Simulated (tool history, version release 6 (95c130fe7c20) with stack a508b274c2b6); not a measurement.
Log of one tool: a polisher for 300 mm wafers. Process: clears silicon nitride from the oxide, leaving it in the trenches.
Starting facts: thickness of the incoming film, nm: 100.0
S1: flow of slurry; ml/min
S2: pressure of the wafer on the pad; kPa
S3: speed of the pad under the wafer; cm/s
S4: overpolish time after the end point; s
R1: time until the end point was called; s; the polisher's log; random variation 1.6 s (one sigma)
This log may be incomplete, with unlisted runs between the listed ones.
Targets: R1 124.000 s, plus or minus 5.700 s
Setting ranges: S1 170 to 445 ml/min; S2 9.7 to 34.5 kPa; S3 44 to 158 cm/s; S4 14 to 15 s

{"run": 1, "hour": 0.0, "S1": 285, "S2": 22.1, "S3": 100, "S4": 14, "R1": 81.004}
{"run": 2, "hour": 2.9, "S1": 285, "S2": 22.1, "S3": 100, "S4": 14, "R1": 82.056}
{"run": 3, "hour": 4.5, "S1": 285, "S2": 20.7, "S3": 100, "S4": 14, "R1": 88.387}
{"run": 4, "hour": 9.9, "S1": 285, "S2": 19.3, "S3": 100, "S4": 14, "R1": 93.566}
{"run": 5, "hour": 16.4, "S1": 285, "S2": 15.9, "S3": 100, "S4": 14, "R1": 108.14}
{"run": 6, "hour": 17.3, "S1": 285, "S2": 15.9, "S3": 124, "S4": 14, "R1": 90.154}
{"run": 7, "hour": 20.3, "S1": 285, "S2": 14.5, "S3": 124, "S4": 14, "R1": 100.23}
{"run": 8, "hour": 22.4, "S1": 285, "S2": 13.8, "S3": 124, "S4": 14, "R1": 102.7}
{"run": 9, "hour": 24.6, "S1": 285, "S2": 13.1, "S3": 124, "S4": 14, "R1": 109.65}
{"run": 10, "hour": 28.1, "S1": 285, "S2": 12.4, "S3": 124, "S4": 14, "R1": 115.98}

4 candidate next runs follow, results not yet known. Just one meets every target within its allowed miss. Identify it.
{"run": "A", "hour": 31.6, "S1": 170, "S2": 11.7, "S3": 146, "S4": 15, "R1": "?"}
{"run": "B", "hour": 31.6, "S1": 265, "S2": 13.1, "S3": 130, "S4": 14, "R1": "?"}
{"run": "C", "hour": 31.6, "S1": 295, "S2": 11.7, "S3": 118, "S4": 15, "R1": "?"}
{"run": "D", "hour": 31.6, "S1": 310, "S2": 13.8, "S3": 114, "S4": 15, "R1": "?"}

move=A R1=105.590
move=B R1=103.510
move=C R1=124.580
move=D R1=110.610
A: its largest miss is bigger than the last run's
B: its largest miss is bigger than the last run's
C: in spec on every target
D: its largest miss is bigger than the last run's
C meets every target.
